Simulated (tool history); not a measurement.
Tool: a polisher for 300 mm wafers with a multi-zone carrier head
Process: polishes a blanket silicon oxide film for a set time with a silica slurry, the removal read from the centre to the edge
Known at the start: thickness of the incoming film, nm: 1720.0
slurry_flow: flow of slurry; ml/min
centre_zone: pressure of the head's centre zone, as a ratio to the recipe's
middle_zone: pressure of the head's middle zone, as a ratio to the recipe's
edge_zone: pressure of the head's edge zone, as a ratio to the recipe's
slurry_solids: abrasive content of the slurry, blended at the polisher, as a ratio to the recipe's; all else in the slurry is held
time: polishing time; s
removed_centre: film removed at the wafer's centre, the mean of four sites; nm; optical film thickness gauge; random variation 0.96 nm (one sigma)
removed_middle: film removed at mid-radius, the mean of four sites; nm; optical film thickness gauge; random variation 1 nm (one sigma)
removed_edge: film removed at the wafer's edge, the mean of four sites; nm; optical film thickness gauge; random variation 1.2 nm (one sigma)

Run 1, hour 0.0: slurry_flow 195 ml/min, centre_zone 1.00, middle_zone 1.00, edge_zone 1.00, slurry_solids 1.00, time 77 s. Result: removed_centre 219.93 nm, removed_middle 213.75 nm, removed_edge 211.77 nm.
Run 2, hour 2.4: slurry_flow 190 ml/min, centre_zone 1.00, middle_zone 0.97, edge_zone 0.97, slurry_solids 0.90, time 76 s. Result: removed_centre 202.39 nm, removed_middle 195.00 nm, removed_edge 196.48 nm.
Run 3, hour 4.5: slurry_flow 190 ml/min, centre_zone 1.01, middle_zone 0.95, edge_zone 0.95, slurry_solids 0.80, time 75 s. Result: removed_centre 187.06 nm, removed_middle 179.33 nm, removed_edge 180.20 nm.
Run 4, hour 12.4: slurry_flow 190 ml/min, centre_zone 1.01, middle_zone 0.95, edge_zone 0.98, slurry_solids 0.80, time 75 s. Result: removed_centre 189.15 nm, removed_middle 178.70 nm, removed_edge 183.09 nm.
Run 5, hour 13.4: slurry_flow 190 ml/min, centre_zone 1.01, middle_zone 0.95, edge_zone 0.98, slurry_solids 0.65, time 75 s. Result: removed_centre 166.69 nm, removed_middle 156.75 nm, removed_edge 161.73 nm.
Run 6, hour 14.7: slurry_flow 185 ml/min, centre_zone 1.02, middle_zone 0.94, edge_zone 0.97, slurry_solids 0.60, time 75 s. Result: removed_centre 158.10 nm, removed_middle 147.08 nm, removed_edge 150.32 nm.
Run 7, hour 19.1: slurry_flow 180 ml/min, centre_zone 1.03, middle_zone 0.93, edge_zone 0.97, slurry_solids 0.60, time 75 s. Result: removed_centre 157.72 nm, removed_middle 144.41 nm, removed_edge 150.51 nm.
Run 8, hour 20.8: slurry_flow 175 ml/min, centre_zone 1.04, middle_zone 0.93, edge_zone 0.97, slurry_solids 0.60, time 75 s. Result: removed_centre 160.65 nm, removed_middle 143.35 nm, removed_edge 148.22 nm.
Run 9, hour 21.9: slurry_flow 170 ml/min, centre_zone 1.04, middle_zone 0.92, edge_zone 0.97, slurry_solids 0.60, time 75 s. Result: removed_centre 156.62 nm, removed_middle 141.18 nm, removed_edge 151.24 nm.

The next listed run, before its measurement:
Run 10, hour 29.8: slurry_flow 170 ml/min, centre_zone 1.05, middle_zone 0.92, edge_zone 0.96, slurry_solids 0.60, time 75 s. Result: removed_centre ?, removed_middle ?, removed_edge ?.

{"run 10": {"removed_centre": 159.87, "removed_middle": 141.08, "removed_edge": 150.01}}
